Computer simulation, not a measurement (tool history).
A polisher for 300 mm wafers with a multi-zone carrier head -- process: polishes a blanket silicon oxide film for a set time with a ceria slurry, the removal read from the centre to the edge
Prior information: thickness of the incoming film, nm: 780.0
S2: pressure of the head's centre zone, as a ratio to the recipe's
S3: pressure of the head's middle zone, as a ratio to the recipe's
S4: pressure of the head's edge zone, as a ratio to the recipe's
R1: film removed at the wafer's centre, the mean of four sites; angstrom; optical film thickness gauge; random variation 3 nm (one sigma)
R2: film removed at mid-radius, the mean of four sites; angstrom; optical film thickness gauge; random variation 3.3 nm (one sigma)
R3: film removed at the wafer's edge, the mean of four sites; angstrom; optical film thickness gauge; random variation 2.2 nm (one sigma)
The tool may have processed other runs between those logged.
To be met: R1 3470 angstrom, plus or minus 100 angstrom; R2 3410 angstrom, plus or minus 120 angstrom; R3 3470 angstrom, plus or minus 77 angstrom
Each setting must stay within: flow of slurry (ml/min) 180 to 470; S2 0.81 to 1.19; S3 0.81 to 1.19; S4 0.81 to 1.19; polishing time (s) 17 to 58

Run 1, hour 0: flow of slurry (ml/min) 300, S2 1, S3 1, S4 1, polishing time (s) 37. Result: R1 2574.9 angstrom, R2 2507 angstrom, R3 2522.6 angstrom.
Run 2, hour 7.3: flow of slurry (ml/min) 300, S2 1, S3 1.08, S4 1, polishing time (s) 37. Result: R1 2586.3 angstrom, R2 2756.1 angstrom, R3 2515.8 angstrom.
Run 3, hour 8.9: flow of slurry (ml/min) 350, S2 1, S3 1.08, S4 1, polishing time (s) 37. Result: R1 2603.8 angstrom, R2 2755.2 angstrom, R3 2541.1 angstrom.
Run 4, hour 14.5: flow of slurry (ml/min) 350, S2 1, S3 1.08, S4 1, polishing time (s) 41. Result: R1 2917.1 angstrom, R2 3078 angstrom, R3 2845.3 angstrom.
Run 5, hour 18.9: flow of slurry (ml/min) 350, S2 1, S3 1.08, S4 0.93, polishing time (s) 41. Result: R1 2901.6 angstrom, R2 3022 angstrom, R3 2729.4 angstrom.
Run 6, hour 25.7: flow of slurry (ml/min) 350, S2 1, S3 1.08, S4 0.93, polishing time (s) 35. Result: R1 2490.9 angstrom, R2 2569.5 angstrom, R3 2310.1 angstrom.
Run 7, hour 30.3: flow of slurry (ml/min) 350, S2 1, S3 1.08, S4 0.93, polishing time (s) 35. Result: R1 2494.6 angstrom, R2 2579.8 angstrom, R3 2345.6 angstrom.
Run 8, hour 33.1: flow of slurry (ml/min) 365, S2 1.02, S3 1.06, S4 1, polishing time (s) 38. Result: R1 2760.1 angstrom, R2 2756.4 angstrom, R3 2636.5 angstrom.
Run 9, hour 34.4: flow of slurry (ml/min) 375, S2 1.04, S3 1.07, S4 1.06, polishing time (s) 40. Result: R1 3022.7 angstrom, R2 2960.5 angstrom, R3 2891.7 angstrom.
Run 10, hour 38.3: flow of slurry (ml/min) 385, S2 1.04, S3 1.08, S4 1.1, polishing time (s) 41. Result: R1 3077.5 angstrom, R2 3031.8 angstrom, R3 2972.9 angstrom.
Run 11, hour 40.5: flow of slurry (ml/min) 385, S2 1.04, S3 1.08, S4 1.1, polishing time (s) 41. Result: R1 3081.4 angstrom, R2 3037.4 angstrom, R3 3008.4 angstrom.

4 candidate next runs follow, results not yet known. Just one meets every target within its allowed miss. Identify it.
Run A, hour 42.7: flow of slurry (ml/min) 375, S2 1.06, S3 1.01, S4 1.1, polishing time (s) 46. Result: R1 ?, R2 ?, R3 ?.
Run B, hour 42.7: flow of slurry (ml/min) 395, S2 1.16, S3 1.08, S4 1.19, polishing time (s) 46. Result: R1 ?, R2 ?, R3 ?.
Run C, hour 42.7: flow of slurry (ml/min) 365, S2 1.13, S3 0.98, S4 1.08, polishing time (s) 46. Result: R1 ?, R2 ?, R3 ?.
Run D, hour 42.7: flow of slurry (ml/min) 385, S2 1.01, S3 1.03, S4 1.1, polishing time (s) 48. Result: R1 ?, R2 ?, R3 ?.

move      R1      R2      R3
   A  3457.4  3212.4  3349.5
   B  3805.1  3412.4  3495.9
   C  3677.5  3123.6  3314.2
   D  3444.9  3416.3  3499.9
A: nearer the targets than the last run, but a result is still out of spec
B: gets the furthest-off result to its target, but another result is out of tolerance
C: nearer the targets than the last run, but a result is still out of spec
D: each result inside its tolerance
Answer: D
